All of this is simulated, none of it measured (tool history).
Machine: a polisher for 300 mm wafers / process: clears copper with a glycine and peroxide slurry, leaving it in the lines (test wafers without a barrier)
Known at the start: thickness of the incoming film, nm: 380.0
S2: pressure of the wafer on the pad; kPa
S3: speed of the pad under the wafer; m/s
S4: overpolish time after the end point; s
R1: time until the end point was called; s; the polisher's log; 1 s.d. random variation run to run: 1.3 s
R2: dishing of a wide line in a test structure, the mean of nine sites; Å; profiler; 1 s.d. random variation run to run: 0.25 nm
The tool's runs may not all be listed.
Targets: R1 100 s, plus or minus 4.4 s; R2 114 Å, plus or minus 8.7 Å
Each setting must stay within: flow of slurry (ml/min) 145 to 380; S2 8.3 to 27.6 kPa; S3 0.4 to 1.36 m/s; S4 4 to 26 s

Run 1, day 0: flow of slurry (ml/min) 245, S2 17.9 kPa, S3 0.88 m/s, S4 13 s. Result: R1 87.069 s, R2 386.46 Å.
Run 2, day 0.308: flow of slurry (ml/min) 235, S2 15.9 kPa, S3 0.94 m/s, S4 11 s. Result: R1 89.527 s, R2 322.17 Å.
Run 3, day 0.508: flow of slurry (ml/min) 235, S2 15.9 kPa, S3 1.08 m/s, S4 11 s. Result: R1 78.922 s, R2 372.46 Å.
Run 4, day 0.792: flow of slurry (ml/min) 235, S2 15.9 kPa, S3 1.16 m/s, S4 11 s. Result: R1 75.511 s, R2 384.99 Å.
Run 5, day 1.012: flow of slurry (ml/min) 260, S2 15.9 kPa, S3 1.16 m/s, S4 11 s. Result: R1 76.516 s, R2 383.72 Å.
Run 6, day 1.354: flow of slurry (ml/min) 310, S2 15.9 kPa, S3 1.16 m/s, S4 11 s. Result: R1 72.23 s, R2 372.25 Å.
Run 7, day 1.583: flow of slurry (ml/min) 325, S2 15.2 kPa, S3 1.08 m/s, S4 9 s. Result: R1 81.742 s, R2 299.14 Å.
Run 8, day 1.721: flow of slurry (ml/min) 325, S2 15.2 kPa, S3 1.08 m/s, S4 9 s. Result: R1 81.197 s, R2 296.52 Å.
Run 9, day 1.8: flow of slurry (ml/min) 325, S2 15.2 kPa, S3 1.08 m/s, S4 9 s. Result: R1 81.123 s, R2 292.8 Å.
Run 10, day 1.871: flow of slurry (ml/min) 340, S2 14.5 kPa, S3 1.04 m/s, S4 8 s. Result: R1 84.503 s, R2 264.11 Å.
Run 11, day 2.033: flow of slurry (ml/min) 350, S2 13.8 kPa, S3 1 m/s, S4 7 s. Result: R1 89.228 s, R2 215.54 Å.
Run 12, day 2.321: flow of slurry (ml/min) 355, S2 12.4 kPa, S3 1 m/s, S4 6 s. Result: R1 95.706 s, R2 176.21 Å.
Run 13, day 2.525: flow of slurry (ml/min) 360, S2 11.7 kPa, S3 1.02 m/s, S4 6 s. Result: R1 99.284 s, R2 177.22 Å.
Run 14, day 2.729: flow of slurry (ml/min) 365, S2 11 kPa, S3 1.06 m/s, S4 6 s. Result: R1 99.519 s, R2 170.68 Å.
Run 15, day 2.771: flow of slurry (ml/min) 370, S2 10.3 kPa, S3 1.08 m/s, S4 6 s. Result: R1 99.435 s, R2 164.71 Å.
Run 16, day 3.062: flow of slurry (ml/min) 370, S2 9.7 kPa, S3 1.1 m/s, S4 6 s. Result: R1 106.24 s, R2 163.51 Å.
Run 17, day 3.092: flow of slurry (ml/min) 370, S2 10.3 kPa, S3 1 m/s, S4 6 s. Result: R1 108.8 s, R2 159.55 Å.
Run 18, day 3.346: flow of slurry (ml/min) 370, S2 9.7 kPa, S3 1.04 m/s, S4 6 s. Result: R1 107.8 s, R2 152.53 Å.
Run 19, day 3.488: flow of slurry (ml/min) 370, S2 9.7 kPa, S3 1.06 m/s, S4 6 s. Result: R1 105.01 s, R2 161.42 Å.
Run 20, day 3.554: flow of slurry (ml/min) 370, S2 9.7 kPa, S3 1.08 m/s, S4 6 s. Result: R1 103.94 s, R2 162.44 Å.
Run 21, day 3.921: flow of slurry (ml/min) 330, S2 8.3 kPa, S3 1.16 m/s, S4 4 s. Result: R1 107.48 s, R2 103.91 Å.
Run 22, day 3.954: flow of slurry (ml/min) 330, S2 8.3 kPa, S3 1.16 m/s, S4 4 s. Result: R1 105.96 s, R2 103.41 Å.

Pick the move, out of 4, that brings all results within their allowed miss; only one does.
Run A, day 3.988: flow of slurry (ml/min) 335, S2 8.3 kPa, S3 1.1 m/s, S4 4 s. Result: R1 ?, R2 ?.
Run B, day 3.988: flow of slurry (ml/min) 340, S2 8.3 kPa, S3 1.16 m/s, S4 4 s. Result: R1 ?, R2 ?.
Run C, day 3.988: flow of slurry (ml/min) 305, S2 8.3 kPa, S3 1.04 m/s, S4 4 s. Result: R1 ?, R2 ?.
Run D, day 3.988: flow of slurry (ml/min) 320, S2 9.7 kPa, S3 1.18 m/s, S4 4 s. Result: R1 ?, R2 ?.

move      R1      R2
   A  111.34  103.18
   B     107  107.15
   C  116.85  98.554
   D  97.375  117.37
A: its largest miss is bigger than the last run's
B: its largest miss is bigger than the last run's
C: its largest miss is bigger than the last run's
D: every result within its allowed miss
Go with D: it meets all targets.

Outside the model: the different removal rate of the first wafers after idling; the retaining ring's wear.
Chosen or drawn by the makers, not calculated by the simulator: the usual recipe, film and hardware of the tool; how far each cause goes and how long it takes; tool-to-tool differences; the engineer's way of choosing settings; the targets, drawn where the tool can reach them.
